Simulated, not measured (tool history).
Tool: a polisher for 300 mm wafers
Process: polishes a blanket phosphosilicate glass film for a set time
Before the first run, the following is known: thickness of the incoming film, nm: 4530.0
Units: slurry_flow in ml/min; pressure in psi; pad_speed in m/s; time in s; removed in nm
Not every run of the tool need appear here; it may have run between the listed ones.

Run 1, hour 0: slurry_flow 240 ml/min, pressure 3.2 psi, pad_speed 0.76 m/s, slurry_solids 1, time 99 s. Result: removed 530.33 nm.
Run 2, hour 0.9: slurry_flow 240 ml/min, pressure 4 psi, pad_speed 0.76 m/s, slurry_solids 1, time 99 s. Result: removed 660.58 nm.
Run 3, hour 7: slurry_flow 240 ml/min, pressure 4 psi, pad_speed 0.68 m/s, slurry_solids 1, time 99 s. Result: removed 601.43 nm.
Run 4, hour 12.9: slurry_flow 240 ml/min, pressure 4.8 psi, pad_speed 0.68 m/s, slurry_solids 1, time 99 s. Result: removed 719.88 nm.
Run 5, hour 19.3: slurry_flow 240 ml/min, pressure 5 psi, pad_speed 0.68 m/s, slurry_solids 1, time 99 s. Result: removed 755.99 nm.
Run 6, hour 22.6: slurry_flow 240 ml/min, pressure 5 psi, pad_speed 0.68 m/s, slurry_solids 1, time 104 s. Result: removed 784.52 nm.

Run 7 comes next. What will it give?
Run 7, hour 25.9: slurry_flow 240 ml/min, pressure 5 psi, pad_speed 0.72 m/s, slurry_solids 1, time 104 s. Result: removed ?.

Run 7 measured removed 814.44 nm.
